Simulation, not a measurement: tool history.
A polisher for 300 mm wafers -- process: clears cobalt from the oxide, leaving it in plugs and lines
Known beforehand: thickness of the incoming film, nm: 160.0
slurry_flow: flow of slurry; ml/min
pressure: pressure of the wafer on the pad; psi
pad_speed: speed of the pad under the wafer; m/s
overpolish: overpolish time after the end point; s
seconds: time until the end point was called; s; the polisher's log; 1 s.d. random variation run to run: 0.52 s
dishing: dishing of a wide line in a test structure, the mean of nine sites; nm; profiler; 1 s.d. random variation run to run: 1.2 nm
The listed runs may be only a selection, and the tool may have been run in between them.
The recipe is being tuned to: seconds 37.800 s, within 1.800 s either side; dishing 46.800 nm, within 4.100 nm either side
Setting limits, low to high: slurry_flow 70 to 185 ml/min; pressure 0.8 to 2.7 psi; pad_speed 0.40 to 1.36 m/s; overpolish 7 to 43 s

run 1 day=0.000 | slurry_flow=120 pressure=1.7 pad_speed=0.88 overpolish=22 | seconds=49.815 dishing=42.573
run 2 day=0.029 | slurry_flow=120 pressure=2.1 pad_speed=0.88 overpolish=22 | seconds=41.154 dishing=46.592
run 3 day=0.317 | slurry_flow=120 pressure=1.8 pad_speed=0.88 overpolish=22 | seconds=46.340 dishing=43.939
run 4 day=0.571 | slurry_flow=120 pressure=1.8 pad_speed=0.88 overpolish=30 | seconds=46.238 dishing=52.695
run 5 day=0.800 | slurry_flow=105 pressure=1.8 pad_speed=0.88 overpolish=30 | seconds=47.011 dishing=50.361
run 6 day=0.825 | slurry_flow=105 pressure=1.9 pad_speed=0.88 overpolish=28 | seconds=46.515 dishing=49.539
run 7 day=1.046 | slurry_flow=110 pressure=1.9 pad_speed=0.88 overpolish=26 | seconds=45.138 dishing=47.350
run 8 day=1.162 | slurry_flow=110 pressure=2.0 pad_speed=0.88 overpolish=25 | seconds=42.176 dishing=49.311
run 9 day=1.208 | slurry_flow=110 pressure=2.0 pad_speed=0.88 overpolish=24 | seconds=43.477 dishing=47.264
run 10 day=1.496 | slurry_flow=115 pressure=2.0 pad_speed=0.88 overpolish=23 | seconds=43.697 dishing=46.825
run 11 day=1.608 | slurry_flow=115 pressure=2.1 pad_speed=0.88 overpolish=22 | seconds=39.878 dishing=47.604
run 12 day=1.783 | slurry_flow=115 pressure=2.1 pad_speed=0.88 overpolish=21 | seconds=41.237 dishing=46.864
run 13 day=1.908 | slurry_flow=115 pressure=2.1 pad_speed=0.88 overpolish=20 | seconds=41.801 dishing=43.677
run 14 day=2.217 | slurry_flow=115 pressure=2.1 pad_speed=0.88 overpolish=20 | seconds=40.436 dishing=44.806

Exactly one of the 4 candidate moves below puts every result within its allowed miss. Which one?
run A day=2.525 | slurry_flow=75 pressure=2.5 pad_speed=0.76 overpolish=18 | seconds=? dishing=?
run B day=2.525 | slurry_flow=95 pressure=2.2 pad_speed=0.98 overpolish=20 | seconds=? dishing=?
run C day=2.525 | slurry_flow=130 pressure=1.9 pad_speed=0.94 overpolish=20 | seconds=? dishing=?
run D day=2.525 | slurry_flow=145 pressure=2.3 pad_speed=0.70 overpolish=27 | seconds=? dishing=?

move=A seconds=44.700 dishing=40.938
move=B seconds=39.217 dishing=46.230
move=C seconds=42.510 dishing=44.507
move=D seconds=42.713 dishing=50.790
A: moves away from the targets compared with the last run
B: all results in spec
C: moves away from the targets compared with the last run
D: moves away from the targets compared with the last run
The move that meets every target is B.

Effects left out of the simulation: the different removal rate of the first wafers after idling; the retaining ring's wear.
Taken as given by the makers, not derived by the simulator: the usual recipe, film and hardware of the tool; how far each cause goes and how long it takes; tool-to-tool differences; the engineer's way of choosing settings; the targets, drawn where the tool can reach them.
